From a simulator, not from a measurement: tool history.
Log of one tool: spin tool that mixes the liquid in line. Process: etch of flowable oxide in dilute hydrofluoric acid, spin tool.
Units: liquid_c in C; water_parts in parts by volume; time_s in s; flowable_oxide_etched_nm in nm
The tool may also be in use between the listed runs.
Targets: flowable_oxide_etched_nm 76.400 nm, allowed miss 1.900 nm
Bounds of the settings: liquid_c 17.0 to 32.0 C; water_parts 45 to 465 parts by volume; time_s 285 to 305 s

run	day	liquid_c	water_parts	time_s	flowable_oxide_etched_nm
1	0.000	24.0	255	285	38.503
2	0.108	21.0	255	285	34.830
3	0.150	22.5	240	285	39.497
4	0.250	22.5	330	285	26.329
5	0.600	22.5	330	305	28.099
6	0.758	24.0	310	305	32.118
7	1.133	25.0	290	305	36.230
8	1.392	26.0	270	305	41.640
9	1.588	27.0	255	305	46.132
10	1.958	27.5	245	305	49.292
11	2.071	31.5	175	305	86.676
12	2.117	31.0	175	305	84.545

4 next moves are on the table. One of them brings every result within its allowed miss. Which?
A	2.162	31.5	175	285	?
B	2.162	31.5	190	285	?
C	2.162	27.0	180	305	?
D	2.162	32.0	195	305	?

move	flowable_oxide_etched_nm
A	80.083
B	72.341
C	70.594
D	76.238
A: nearer than the last run, and not there yet
B: takes the result that was furthest off past its target
C: takes the result that was furthest off past its target
D: meets every target
The right move is D.

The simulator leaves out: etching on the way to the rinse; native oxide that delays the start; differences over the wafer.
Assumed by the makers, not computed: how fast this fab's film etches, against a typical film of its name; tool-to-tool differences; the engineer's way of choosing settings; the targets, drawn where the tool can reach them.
